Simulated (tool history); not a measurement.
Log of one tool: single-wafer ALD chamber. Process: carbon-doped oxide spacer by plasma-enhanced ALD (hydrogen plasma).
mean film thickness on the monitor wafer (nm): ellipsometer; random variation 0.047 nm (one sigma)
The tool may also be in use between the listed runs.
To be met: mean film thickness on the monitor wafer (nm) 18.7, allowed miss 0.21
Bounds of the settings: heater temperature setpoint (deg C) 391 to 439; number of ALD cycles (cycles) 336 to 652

run	hour	heater temperature setpoint (deg C)	number of ALD cycles (cycles)	mean film thickness on the monitor wafer (nm)
1	0	415	494	23.218
2	5.9	415	523	24.628
3	12.8	419	501	23.365
4	15.6	415	501	23.615
5	19	409	501	24.138
6	22.1	414	484	22.888
7	24.5	418	470	21.952
8	26.6	430	408	18.235
# hour 31.6: thermocouple changed; heater temperature recalibrated
9	31.6	429	408	18.106
10	34.3	428	408	18.129
11	36	419	413	18.948
12	41.4	420	413	19.015

Which of these 5 next moves meets every target?
A	46.8	422	421	?
B	46.8	421	419	?
C	46.8	411	394	?
D	46.8	417	392	?
E	46.8	421	401	?

move	mean film thickness on the monitor wafer (nm)
A	19.219
B	19.198
C	18.714
D	18.224
E	18.374
A: further off than the last run
B: further off than the last run
C: meets every target
D: takes the result that was furthest off past its target
E: takes the result that was furthest off past its target
Move C is the one to make.
